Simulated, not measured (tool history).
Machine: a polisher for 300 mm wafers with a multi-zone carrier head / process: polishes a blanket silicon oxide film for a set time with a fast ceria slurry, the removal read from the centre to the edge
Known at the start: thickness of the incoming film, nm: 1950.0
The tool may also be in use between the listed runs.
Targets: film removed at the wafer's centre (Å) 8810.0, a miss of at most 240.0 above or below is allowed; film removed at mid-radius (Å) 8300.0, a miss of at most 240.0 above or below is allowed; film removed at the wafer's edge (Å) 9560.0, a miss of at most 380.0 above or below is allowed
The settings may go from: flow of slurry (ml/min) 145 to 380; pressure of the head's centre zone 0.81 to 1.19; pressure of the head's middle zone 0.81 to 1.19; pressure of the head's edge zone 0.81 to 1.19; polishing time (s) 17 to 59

| run | hour | flow of slurry (ml/min) | pressure of the head's centre zone | pressure of the head's middle zone | pressure of the head's edge zone | polishing time (s) | film removed at the wafer's centre (Å) | film removed at mid-radius (Å) | film removed at the wafer's edge (Å) |
|---|---|---|---|---|---|---|---|---|---|
| 1 | 0.0 | 245 | 1.00 | 1.00 | 1.00 | 38 | 8227.2 | 8056.3 | 7880.0 |
| 2 | 6.9 | 245 | 1.00 | 1.00 | 1.00 | 46 | 9893.2 | 9779.6 | 9601.4 |
| 3 | 12.3 | 235 | 0.99 | 0.98 | 1.01 | 46 | 9740.9 | 9486.4 | 9839.0 |
| 4 | 14.0 | 235 | 0.99 | 0.94 | 1.01 | 46 | 9808.3 | 9317.5 | 9635.6 |
| 5 | 22.3 | 235 | 0.99 | 0.94 | 1.01 | 37 | 7760.6 | 7426.7 | 7738.8 |
| 6 | 30.9 | 235 | 0.99 | 0.94 | 0.97 | 37 | 7828.6 | 7536.2 | 7694.0 |
| 7 | 34.5 | 230 | 0.98 | 0.93 | 0.99 | 38 | 7734.2 | 7598.4 | 7955.2 |
| 8 | 37.4 | 300 | 1.03 | 0.91 | 1.09 | 42 | 9590.7 | 8526.3 | 9371.9 |
| 9 | 42.7 | 300 | 1.03 | 0.91 | 1.09 | 42 | 9402.7 | 8667.5 | 9338.8 |
| 10 | 44.1 | 300 | 1.03 | 0.91 | 1.09 | 42 | 9523.3 | 8587.6 | 9214.3 |

Exactly one of the 4 candidate moves below puts every result within its allowed miss. Which one?
| A | 45.5 | 265 | 1.07 | 0.95 | 1.04 | 44 | ? | ? | ? |
| B | 45.5 | 315 | 0.96 | 1.09 | 1.02 | 40 | ? | ? | ? |
| C | 45.5 | 315 | 1.06 | 0.86 | 1.12 | 41 | ? | ? | ? |
| D | 45.5 | 310 | 0.94 | 0.84 | 1.10 | 43 | ? | ? | ? |

| move | film removed at the wafer's centre (Å) | film removed at mid-radius (Å) | film removed at the wafer's edge (Å) |
|---|---|---|---|
| A | 10158.0 | 9043.6 | 9521.1 |
| B | 8447.8 | 9191.1 | 8700.9 |
| C | 9555.8 | 8036.7 | 9237.1 |
| D | 8863.5 | 8296.0 | 9616.5 |
A: further off than the last run
B: pushes the last run's worst result past its target
C: neither nearer nor further off than the last run
D: hits every target within its allowed miss
So the answer is move D, the one that meets all the targets.
